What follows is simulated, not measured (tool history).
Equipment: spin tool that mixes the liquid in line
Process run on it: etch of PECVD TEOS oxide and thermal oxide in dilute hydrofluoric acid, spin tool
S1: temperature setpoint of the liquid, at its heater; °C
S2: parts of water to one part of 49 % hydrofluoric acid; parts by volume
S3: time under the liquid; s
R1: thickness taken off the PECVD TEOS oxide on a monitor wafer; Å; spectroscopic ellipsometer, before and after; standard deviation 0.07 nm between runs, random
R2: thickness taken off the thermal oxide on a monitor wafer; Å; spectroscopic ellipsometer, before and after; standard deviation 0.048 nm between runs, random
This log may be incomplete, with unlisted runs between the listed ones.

run 1 hour=0 | S1=21 S2=125 S3=55 | R1=48.254 R2=18.63
run 2 hour=6.5 | S1=22.5 S2=120 S3=55 | R1=53.407 R2=20.663
run 3 hour=7.8 | S1=19.5 S2=120 S3=55 | R1=47.514 R2=18.615
run 4 hour=9.3 | S1=19.5 S2=100 S3=55 | R1=58.475 R2=22.682
run 5 hour=11.5 | S1=21 S2=100 S3=55 | R1=62.277 R2=24.414
run 6 hour=14.2 | S1=22 S2=100 S3=55 | R1=64.797 R2=24.879

Run 7, settings as shown, results not yet in. Your forecast:
run 7 hour=17.6 | S1=22.5 S2=100 S3=55 | R1=? R2=?

Run 7 came out at R1 65.14 Å, R2 25.604 Å.

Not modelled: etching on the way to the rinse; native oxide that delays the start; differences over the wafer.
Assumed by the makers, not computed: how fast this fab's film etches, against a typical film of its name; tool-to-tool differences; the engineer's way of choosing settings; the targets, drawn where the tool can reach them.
